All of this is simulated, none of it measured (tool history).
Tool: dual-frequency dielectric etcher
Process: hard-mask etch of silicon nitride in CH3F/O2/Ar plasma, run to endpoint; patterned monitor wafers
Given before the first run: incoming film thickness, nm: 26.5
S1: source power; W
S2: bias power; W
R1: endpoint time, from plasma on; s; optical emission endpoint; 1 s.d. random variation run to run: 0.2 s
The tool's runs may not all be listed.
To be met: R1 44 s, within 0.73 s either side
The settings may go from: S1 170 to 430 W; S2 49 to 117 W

| run | hour | S1 | S2 | R1 |
|---|---|---|---|---|
| 1 | 0 | 300 | 83 | 39.186 |
| 2 | 0.7 | 280 | 83 | 39.949 |
| 3 | 3.7 | 310 | 83 | 38.61 |
| 4 | 7 | 310 | 98 | 35.964 |
| 5 | 14.1 | 270 | 94 | 38.556 |
| 6 | 16.9 | 240 | 92 | 39.559 |
| 7 | 22.5 | 220 | 88 | 41.501 |
| 8 | 26.4 | 210 | 87 | 41.945 |
| 9 | 33.9 | 200 | 86 | 42.898 |

Exactly one of the 4 candidate moves below puts every result within its allowed miss. Which one?
| A | 41.4 | 170 | 82 | ? |
| B | 41.4 | 200 | 81 | ? |
| C | 41.4 | 170 | 80 | ? |
| D | 41.4 | 240 | 81 | ? |

| move | R1 |
|---|---|
| A | 45.422 |
| B | 43.868 |
| C | 45.865 |
| D | 41.848 |
A: pushes the last run's worst result past its target
B: in spec on every target
C: pushes the last run's worst result past its target
D: lands further from the targets than the last run did
The right move is B.
